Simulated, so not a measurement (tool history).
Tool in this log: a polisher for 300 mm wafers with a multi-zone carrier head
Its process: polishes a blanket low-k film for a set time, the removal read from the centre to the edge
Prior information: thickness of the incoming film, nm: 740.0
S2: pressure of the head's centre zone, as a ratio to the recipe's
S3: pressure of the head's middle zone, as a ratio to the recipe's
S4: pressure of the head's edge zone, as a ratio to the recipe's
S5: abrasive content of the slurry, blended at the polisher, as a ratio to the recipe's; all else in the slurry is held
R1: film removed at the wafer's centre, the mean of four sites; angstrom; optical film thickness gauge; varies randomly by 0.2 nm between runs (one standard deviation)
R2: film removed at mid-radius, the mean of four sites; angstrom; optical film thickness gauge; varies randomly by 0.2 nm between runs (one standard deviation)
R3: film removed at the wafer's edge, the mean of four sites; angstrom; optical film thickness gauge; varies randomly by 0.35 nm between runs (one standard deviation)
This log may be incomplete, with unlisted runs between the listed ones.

Run 1, hour 0: flow of slurry (ml/min) 150, S2 1, S3 1, S4 1, S5 1, polishing time (s) 85. Result: R1 234.25 angstrom, R2 211.61 angstrom, R3 215.15 angstrom.
Run 2, hour 8.3: flow of slurry (ml/min) 165, S2 1.01, S3 1.05, S4 1.04, S5 1.05, polishing time (s) 85. Result: R1 245.51 angstrom, R2 230.3 angstrom, R3 227.47 angstrom.
Run 3, hour 11.5: flow of slurry (ml/min) 190, S2 1.01, S3 1.05, S4 1.04, S5 1.05, polishing time (s) 85. Result: R1 251.9 angstrom, R2 235.76 angstrom, R3 230.76 angstrom.
Run 4, hour 18.9: flow of slurry (ml/min) 205, S2 1.01, S3 1.05, S4 1.04, S5 1.05, polishing time (s) 85. Result: R1 253.43 angstrom, R2 233.27 angstrom, R3 228.92 angstrom.
Run 5, hour 23.7: flow of slurry (ml/min) 225, S2 1.01, S3 1.05, S4 1.04, S5 1.05, polishing time (s) 85. Result: R1 258.39 angstrom, R2 238.19 angstrom, R3 232.59 angstrom.
Run 6, hour 29.6: flow of slurry (ml/min) 220, S2 1.01, S3 1.08, S4 1.06, S5 1.15, polishing time (s) 85. Result: R1 269.71 angstrom, R2 250.4 angstrom, R3 247.02 angstrom.
Run 7, hour 38.5: flow of slurry (ml/min) 215, S2 1, S3 1.11, S4 1.04, S5 1.2, polishing time (s) 86. Result: R1 272.53 angstrom, R2 269.78 angstrom, R3 251.41 angstrom.
Run 8, hour 42.7: flow of slurry (ml/min) 215, S2 1, S3 1.13, S4 1.05, S5 1.25, polishing time (s) 86. Result: R1 279.4 angstrom, R2 278.47 angstrom, R3 254.93 angstrom.
Run 9, hour 50.7: flow of slurry (ml/min) 215, S2 1, S3 1.14, S4 1.06, S5 1.25, polishing time (s) 86. Result: R1 279.94 angstrom, R2 279.91 angstrom, R3 255.06 angstrom.
Run 10, hour 56: flow of slurry (ml/min) 215, S2 1, S3 1.15, S4 1.07, S5 1.3, polishing time (s) 86. Result: R1 280.45 angstrom, R2 286.04 angstrom, R3 260.67 angstrom.
Run 11, hour 64.9: flow of slurry (ml/min) 215, S2 1, S3 1.16, S4 1.07, S5 1.3, polishing time (s) 86. Result: R1 285.43 angstrom, R2 283.96 angstrom, R3 260.49 angstrom.

Run 12 comes next. What will it give?
Run 12, hour 72.2: flow of slurry (ml/min) 215, S2 0.99, S3 1.16, S4 1.07, S5 1.3, polishing time (s) 86. Result: R1 ?, R2 ?, R3 ?.

{"run 12": {"R1": 281.96, "R2": 286.11, "R3": 262.63}}
